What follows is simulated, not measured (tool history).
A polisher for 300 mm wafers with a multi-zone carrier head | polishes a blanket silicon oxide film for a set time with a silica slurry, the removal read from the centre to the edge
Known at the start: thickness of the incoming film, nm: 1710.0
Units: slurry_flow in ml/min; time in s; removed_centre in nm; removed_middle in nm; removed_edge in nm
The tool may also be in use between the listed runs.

Run 1, hour 0.0: slurry_flow 180 ml/min, centre_zone 1.00, middle_zone 1.00, edge_zone 1.00, slurry_solids 1.00, time 45 s. Result: removed_centre 103.06 nm, removed_middle 104.33 nm, removed_edge 102.79 nm.
Run 2, hour 3.1: slurry_flow 165 ml/min, centre_zone 1.00, middle_zone 1.00, edge_zone 1.00, slurry_solids 1.00, time 45 s. Result: removed_centre 100.92 nm, removed_middle 103.34 nm, removed_edge 102.52 nm.
Run 3, hour 7.0: slurry_flow 175 ml/min, centre_zone 1.04, middle_zone 1.00, edge_zone 1.03, slurry_solids 1.05, time 45 s. Result: removed_centre 112.56 nm, removed_middle 107.84 nm, removed_edge 110.01 nm.
Run 4, hour 10.2: slurry_flow 175 ml/min, centre_zone 1.04, middle_zone 1.00, edge_zone 0.95, slurry_solids 1.05, time 45 s. Result: removed_centre 107.95 nm, removed_middle 107.96 nm, removed_edge 104.40 nm.
Run 5, hour 17.8: slurry_flow 175 ml/min, centre_zone 1.04, middle_zone 1.00, edge_zone 0.95, slurry_solids 1.20, time 45 s. Result: removed_centre 117.45 nm, removed_middle 116.73 nm, removed_edge 114.42 nm.
Run 6, hour 22.0: slurry_flow 180 ml/min, centre_zone 1.06, middle_zone 0.99, edge_zone 0.96, slurry_solids 1.20, time 45 s. Result: removed_centre 122.02 nm, removed_middle 114.36 nm, removed_edge 114.99 nm.
Run 7, hour 29.7: slurry_flow 185 ml/min, centre_zone 1.07, middle_zone 0.99, edge_zone 0.97, slurry_solids 1.20, time 45 s. Result: removed_centre 124.29 nm, removed_middle 117.79 nm, removed_edge 114.72 nm.
Run 8, hour 30.9: slurry_flow 180 ml/min, centre_zone 1.08, middle_zone 0.98, edge_zone 0.99, slurry_solids 1.20, time 45 s. Result: removed_centre 127.32 nm, removed_middle 117.39 nm, removed_edge 115.95 nm.
Run 9, hour 36.2: slurry_flow 180 ml/min, centre_zone 1.08, middle_zone 0.97, edge_zone 1.01, slurry_solids 1.20, time 45 s. Result: removed_centre 126.73 nm, removed_middle 114.97 nm, removed_edge 115.86 nm.
Run 10, hour 37.7: slurry_flow 180 ml/min, centre_zone 1.08, middle_zone 0.97, edge_zone 1.03, slurry_solids 1.20, time 45 s. Result: removed_centre 124.75 nm, removed_middle 115.60 nm, removed_edge 117.59 nm.
Run 11, hour 43.7: slurry_flow 185 ml/min, centre_zone 1.09, middle_zone 0.96, edge_zone 1.04, slurry_solids 1.20, time 45 s. Result: removed_centre 126.56 nm, removed_middle 113.95 nm, removed_edge 118.19 nm.

The next listed run, before its measurement:
Run 12, hour 47.6: slurry_flow 185 ml/min, centre_zone 1.10, middle_zone 0.96, edge_zone 1.05, slurry_solids 1.20, time 45 s. Result: removed_centre ?, removed_middle ?, removed_edge ?.

Run 12 gave removed_centre 127.25 nm, removed_middle 113.53 nm, removed_edge 115.73 nm.
